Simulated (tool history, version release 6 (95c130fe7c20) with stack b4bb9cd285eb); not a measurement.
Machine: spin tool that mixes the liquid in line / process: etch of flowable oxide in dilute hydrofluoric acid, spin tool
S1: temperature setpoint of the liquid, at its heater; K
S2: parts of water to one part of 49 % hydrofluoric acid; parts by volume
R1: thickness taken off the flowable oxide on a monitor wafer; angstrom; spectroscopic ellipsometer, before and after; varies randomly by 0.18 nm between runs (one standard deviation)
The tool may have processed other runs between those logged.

Run 1, hour 0: S1 296.15 K, S2 275 parts by volume, time under the liquid (s) 290. Result: R1 280.48 angstrom.
Run 2, hour 4.2: S1 296.15 K, S2 365 parts by volume, time under the liquid (s) 290. Result: R1 193.27 angstrom.
Run 3, hour 8.2: S1 298.15 K, S2 365 parts by volume, time under the liquid (s) 290. Result: R1 208.43 angstrom.
Run 4, hour 10.2: S1 298.15 K, S2 420 parts by volume, time under the liquid (s) 290. Result: R1 172.08 angstrom.
Run 5, hour 12.2: S1 298.15 K, S2 420 parts by volume, time under the liquid (s) 290. Result: R1 171.24 angstrom.
Run 6, hour 20.6: S1 298.15 K, S2 495 parts by volume, time under the liquid (s) 290. Result: R1 135.2 angstrom.
Run 7, hour 22.9: S1 298.65 K, S2 475 parts by volume, time under the liquid (s) 290. Result: R1 146.35 angstrom.
Run 8, hour 26.6: S1 299.15 K, S2 455 parts by volume, time under the liquid (s) 290. Result: R1 159.55 angstrom.
Run 9, hour 35.4: S1 299.65 K, S2 440 parts by volume, time under the liquid (s) 290. Result: R1 167.9 angstrom.
Run 10, hour 44.3: S1 300.15 K, S2 425 parts by volume, time under the liquid (s) 290. Result: R1 179.71 angstrom.
Run 11, hour 52.4: S1 300.65 K, S2 410 parts by volume, time under the liquid (s) 290. Result: R1 190.88 angstrom.
Run 12, hour 53.8: S1 301.15 K, S2 395 parts by volume, time under the liquid (s) 290. Result: R1 204.56 angstrom.

Run 13, settings as shown, results not yet in. Your forecast:
Run 13, hour 58.2: S1 301.65 K, S2 385 parts by volume, time under the liquid (s) 290. Result: R1 ?.

{"run 13": {"R1": 216.14}}
